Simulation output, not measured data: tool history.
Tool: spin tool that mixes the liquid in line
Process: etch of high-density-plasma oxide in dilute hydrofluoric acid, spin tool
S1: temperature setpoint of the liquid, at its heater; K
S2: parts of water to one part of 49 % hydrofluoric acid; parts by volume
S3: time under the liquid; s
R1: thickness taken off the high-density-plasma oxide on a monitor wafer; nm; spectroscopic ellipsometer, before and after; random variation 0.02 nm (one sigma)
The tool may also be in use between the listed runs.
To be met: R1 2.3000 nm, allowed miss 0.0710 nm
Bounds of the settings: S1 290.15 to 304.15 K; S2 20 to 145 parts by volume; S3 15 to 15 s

run    day      S1  S2  S3      R1
  1  0.000  296.15  80  15  1.6098
  2  0.354  297.65  80  15  1.7014
  3  0.696  298.65  80  15  1.8092
  4  1.067  299.65  80  15  1.8531
  5  1.158  300.65  80  15  1.9625
  6  1.429  301.15  80  15  1.9948
  7  1.775  304.15  75  15  2.3907
  8  2.062  304.15  75  15  2.4374

4 next moves are on the table. One of them brings every result within its allowed miss. Which?
  A  2.350  304.15  70  15   ?
  B  2.350  301.65  65  15   ?
  C  2.350  302.65  65  15   ?
  D  2.350  301.15  70  15   ?

move      R1
   A  2.6183
   B  2.5763
   C  2.6796
   D  2.3291
A: further off than the last run
B: further off than the last run
C: further off than the last run
D: meets every target
The right move is D.
